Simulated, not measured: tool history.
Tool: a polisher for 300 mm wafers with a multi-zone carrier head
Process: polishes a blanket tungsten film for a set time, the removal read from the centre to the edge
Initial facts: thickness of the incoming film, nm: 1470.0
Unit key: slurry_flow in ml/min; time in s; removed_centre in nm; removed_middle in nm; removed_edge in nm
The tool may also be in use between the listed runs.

run,hour,slurry_flow,centre_zone,middle_zone,edge_zone,slurry_solids,time,removed_centre,removed_middle,removed_edge
1,0.0,220,1.00,1.00,1.00,1.00,34,117.320,116.460,122.070
2,3.3,220,1.00,1.00,1.00,0.80,34,113.770,110.210,114.440
3,11.3,220,1.03,1.00,1.00,0.80,34,116.040,110.990,114.620
4,12.4,250,1.03,1.00,1.00,0.80,34,116.700,113.950,116.420
5,19.9,225,1.03,1.00,1.00,0.80,34,114.500,111.840,113.790
6,20.9,260,1.03,1.00,1.00,0.80,34,119.650,111.110,116.180
7,25.2,240,0.99,1.01,0.98,0.75,32,104.850,107.500,108.160
8,26.3,255,0.89,1.00,0.88,0.50,22,60.754,66.175,66.574
9,34.0,260,0.89,1.03,0.90,0.50,22,60.667,69.847,66.258
10,40.5,265,0.89,1.04,0.93,0.50,22,60.485,71.396,67.115

Forecast run 11:
11,43.5,265,0.90,1.05,0.95,0.50,22,?,?,?

{"run 11": {"removed_centre": 61.52, "removed_middle": 70.227, "removed_edge": 68.306}}
